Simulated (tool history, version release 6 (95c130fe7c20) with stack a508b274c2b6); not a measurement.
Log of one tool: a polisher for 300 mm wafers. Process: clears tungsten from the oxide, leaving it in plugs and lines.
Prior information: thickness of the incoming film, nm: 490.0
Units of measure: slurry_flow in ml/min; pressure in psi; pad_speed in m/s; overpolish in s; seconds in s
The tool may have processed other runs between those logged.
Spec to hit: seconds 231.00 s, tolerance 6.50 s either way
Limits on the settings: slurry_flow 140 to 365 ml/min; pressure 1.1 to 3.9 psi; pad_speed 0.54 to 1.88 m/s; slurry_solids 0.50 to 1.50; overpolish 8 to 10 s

{"run": 1, "hour": 0.0, "slurry_flow": 235, "pressure": 2.5, "pad_speed": 1.2, "slurry_solids": 1.0, "overpolish": 10, "seconds": 177.88}
{"run": 2, "hour": 6.1, "slurry_flow": 235, "pressure": 2.5, "pad_speed": 1.2, "slurry_solids": 1.0, "overpolish": 8, "seconds": 175.15}
{"run": 3, "hour": 10.0, "slurry_flow": 235, "pressure": 2.5, "pad_speed": 1.2, "slurry_solids": 1.0, "overpolish": 8, "seconds": 177.48}
{"run": 4, "hour": 16.0, "slurry_flow": 235, "pressure": 2.4, "pad_speed": 1.2, "slurry_solids": 1.0, "overpolish": 8, "seconds": 179.94}
{"run": 5, "hour": 24.7, "slurry_flow": 235, "pressure": 2.4, "pad_speed": 1.2, "slurry_solids": 1.0, "overpolish": 10, "seconds": 184.53}
{"run": 6, "hour": 29.7, "slurry_flow": 235, "pressure": 2.3, "pad_speed": 1.2, "slurry_solids": 1.0, "overpolish": 10, "seconds": 189.87}
{"run": 7, "hour": 33.7, "slurry_flow": 235, "pressure": 2.2, "pad_speed": 1.2, "slurry_solids": 1.0, "overpolish": 10, "seconds": 198.42}
{"run": 8, "hour": 37.8, "slurry_flow": 235, "pressure": 2.1, "pad_speed": 1.2, "slurry_solids": 1.0, "overpolish": 10, "seconds": 208.73}
{"run": 9, "hour": 46.4, "slurry_flow": 235, "pressure": 2.0, "pad_speed": 1.2, "slurry_solids": 1.0, "overpolish": 10, "seconds": 219.42}

Pick the move, out of 4, that brings all results within their allowed miss; only one does.
{"run": "A", "hour": 55.0, "slurry_flow": 210, "pressure": 2.3, "pad_speed": 1.18, "slurry_solids": 0.8, "overpolish": 10, "seconds": "?"}
{"run": "B", "hour": 55.0, "slurry_flow": 190, "pressure": 2.3, "pad_speed": 1.08, "slurry_solids": 1.05, "overpolish": 8, "seconds": "?"}
{"run": "C", "hour": 55.0, "slurry_flow": 280, "pressure": 2.2, "pad_speed": 1.22, "slurry_solids": 0.9, "overpolish": 10, "seconds": "?"}
{"run": "D", "hour": 55.0, "slurry_flow": 220, "pressure": 1.9, "pad_speed": 1.2, "slurry_solids": 0.95, "overpolish": 8, "seconds": "?"}

move=A seconds=202.66
move=B seconds=211.61
move=C seconds=195.60
move=D seconds=232.62
A: the biggest miss grows against the last run
B: the biggest miss grows against the last run
C: the biggest miss grows against the last run
D: every result within its allowed miss
Go with D: it meets all targets.
